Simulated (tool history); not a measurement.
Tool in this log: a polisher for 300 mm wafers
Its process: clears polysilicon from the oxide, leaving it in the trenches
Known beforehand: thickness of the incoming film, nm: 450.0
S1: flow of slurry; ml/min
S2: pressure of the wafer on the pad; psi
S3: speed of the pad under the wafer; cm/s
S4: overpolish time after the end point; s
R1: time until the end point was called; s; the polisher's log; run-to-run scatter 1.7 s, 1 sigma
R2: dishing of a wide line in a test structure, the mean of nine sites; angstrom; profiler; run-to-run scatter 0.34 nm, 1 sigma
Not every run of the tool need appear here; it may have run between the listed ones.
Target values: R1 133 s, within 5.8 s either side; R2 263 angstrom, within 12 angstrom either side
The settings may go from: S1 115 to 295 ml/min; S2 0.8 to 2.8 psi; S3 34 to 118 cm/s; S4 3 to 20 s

run  hour   S1   S2  S3  S4      R1      R2
  1     0  190  1.8  76  10  70.837  316.97
  2   1.8  190  1.7  76  10  75.867  308.93
  3   5.5  190  1.6  76  10  79.777  304.15
  4  12.6  190  1.5  76  10   84.99  289.73
  5  21.3  230  1.5  76  10  82.144  299.05
  6  25.7  230  1.5  62  10  101.93  268.78
  7  29.4  230  1.4  62  10  107.59  254.45
  8  31.2  225  1.2  62  12  125.62  259.46

Of the 5 settings listed for the next run, only one would bring every result within its allowed miss of target. Which one?
  A    33  215  1.1  58  13   ?   ?
  B    33  235  1.3  62  12   ?   ?
  C    33  225  1.2  58  13   ?   ?
  D    33  170    1  66  13   ?   ?
  E    33  220  1.4  58  12   ?   ?

move      R1      R2
   A  146.34  247.65
   B  115.68  270.56
   C  133.89   260.8
   D  146.62  247.37
   E  115.83  270.37
A: pushes the last run's worst result past its target
B: further off than the last run
C: all results land within tolerance of their targets
D: pushes the last run's worst result past its target
E: further off than the last run
C meets every target.
